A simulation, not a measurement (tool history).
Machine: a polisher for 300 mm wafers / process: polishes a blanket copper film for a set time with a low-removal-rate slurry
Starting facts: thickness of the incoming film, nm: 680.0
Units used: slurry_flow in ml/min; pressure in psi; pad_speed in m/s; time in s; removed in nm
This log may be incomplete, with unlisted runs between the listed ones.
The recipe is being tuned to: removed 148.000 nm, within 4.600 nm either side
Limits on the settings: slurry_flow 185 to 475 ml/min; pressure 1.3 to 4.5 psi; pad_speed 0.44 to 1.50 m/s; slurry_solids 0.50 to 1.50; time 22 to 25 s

{"run": 1, "day": 0.0, "slurry_flow": 305, "pressure": 2.9, "pad_speed": 0.96, "slurry_solids": 1.0, "time": 25, "removed": 83.187}
{"run": 2, "day": 0.129, "slurry_flow": 305, "pressure": 2.9, "pad_speed": 0.96, "slurry_solids": 1.0, "time": 25, "removed": 82.414}
{"run": 3, "day": 0.217, "slurry_flow": 250, "pressure": 2.9, "pad_speed": 0.96, "slurry_solids": 1.0, "time": 25, "removed": 80.234}
{"run": 4, "day": 0.408, "slurry_flow": 250, "pressure": 2.9, "pad_speed": 1.1, "slurry_solids": 1.0, "time": 25, "removed": 93.054}
{"run": 5, "day": 0.6, "slurry_flow": 250, "pressure": 2.9, "pad_speed": 1.24, "slurry_solids": 1.0, "time": 25, "removed": 101.92}
{"run": 6, "day": 0.962, "slurry_flow": 250, "pressure": 3.0, "pad_speed": 1.24, "slurry_solids": 1.0, "time": 25, "removed": 105.17}
{"run": 7, "day": 1.208, "slurry_flow": 250, "pressure": 3.1, "pad_speed": 1.24, "slurry_solids": 1.0, "time": 25, "removed": 109.51}
{"run": 8, "day": 1.579, "slurry_flow": 250, "pressure": 3.2, "pad_speed": 1.24, "slurry_solids": 1.0, "time": 25, "removed": 112.48}
{"run": 9, "day": 1.604, "slurry_flow": 255, "pressure": 4.0, "pad_speed": 1.26, "slurry_solids": 1.0, "time": 25, "removed": 140.68}

Pick the move, out of 4, that brings all results within their allowed miss; only one does.
{"run": "A", "day": 1.629, "slurry_flow": 265, "pressure": 3.7, "pad_speed": 1.34, "slurry_solids": 1.05, "time": 23, "removed": "?"}
{"run": "B", "day": 1.629, "slurry_flow": 250, "pressure": 4.3, "pad_speed": 1.1, "slurry_solids": 1.0, "time": 24, "removed": "?"}
{"run": "C", "day": 1.629, "slurry_flow": 300, "pressure": 4.5, "pad_speed": 1.26, "slurry_solids": 0.95, "time": 23, "removed": "?"}
{"run": "D", "day": 1.629, "slurry_flow": 295, "pressure": 3.7, "pad_speed": 1.38, "slurry_solids": 1.3, "time": 22, "removed": "?"}

move=A removed=130.250
move=B removed=128.240
move=C removed=146.270
move=D removed=137.690
A: moves away from the targets compared with the last run
B: moves away from the targets compared with the last run
C: meets every target
D: moves away from the targets compared with the last run
Correct choice: C, which meets every target

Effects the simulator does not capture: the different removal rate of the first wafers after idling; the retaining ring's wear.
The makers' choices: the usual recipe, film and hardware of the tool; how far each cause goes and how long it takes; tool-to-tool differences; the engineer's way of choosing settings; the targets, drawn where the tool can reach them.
